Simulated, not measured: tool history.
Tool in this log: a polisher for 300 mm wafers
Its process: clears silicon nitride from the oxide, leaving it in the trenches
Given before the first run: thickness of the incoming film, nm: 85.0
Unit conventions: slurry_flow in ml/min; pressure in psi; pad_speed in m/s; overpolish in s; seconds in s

run	day	slurry_flow	pressure	pad_speed	overpolish	seconds
1	0	305	3.1	1.06	9	70.99
2	0.117	305	3.4	1.06	9	65.622
3	0.271	275	3.4	1.06	9	66.158
4	0.554	275	3.4	1.06	7	65.166
5	0.833	275	3.6	1.06	7	62.608
6	1.071	275	3.8	1.06	7	59.812

Forecast run 7:
7	1.396	275	3.9	1.06	7	?

seconds: 57.445 s
